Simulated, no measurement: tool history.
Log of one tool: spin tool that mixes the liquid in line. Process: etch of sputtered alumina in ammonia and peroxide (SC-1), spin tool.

run  hour  temperature setpoint of the liquid (K)  parts of 29 % ammonia solution to one part of 30 % peroxide (parts by volume)  time under the liquid (s)  thickness taken off the sputtered alumina on a monitor wafer (nm)
  1   0.0                                  320.15                                                                            0.9                        270                                                             10.363
  2   7.0                                  323.65                                                                            0.9                        270                                                             12.424
  3  14.2                                  323.65                                                                            1.2                        270                                                             12.992
  4  22.9                                  323.65                                                                            1.1                        270                                                             12.857
  5  31.2                                  323.65                                                                            1.1                        270                                                             12.808
  6  39.3                                  328.15                                                                            1.1                        270                                                             16.345
  7  44.7                                  329.15                                                                            1.1                        270                                                             17.162
  8  47.1                                  330.15                                                                            1.1                        270                                                             18.125
  9  54.7                                  330.65                                                                            1.1                        270                                                             18.686

Run 10, settings as shown, results not yet in. Your forecast:
 10  57.1                                  331.15                                                                            1.1                        270                                                                  ?

Run 10 measured thickness taken off the sputtered alumina on a monitor wafer (nm) 19.174.
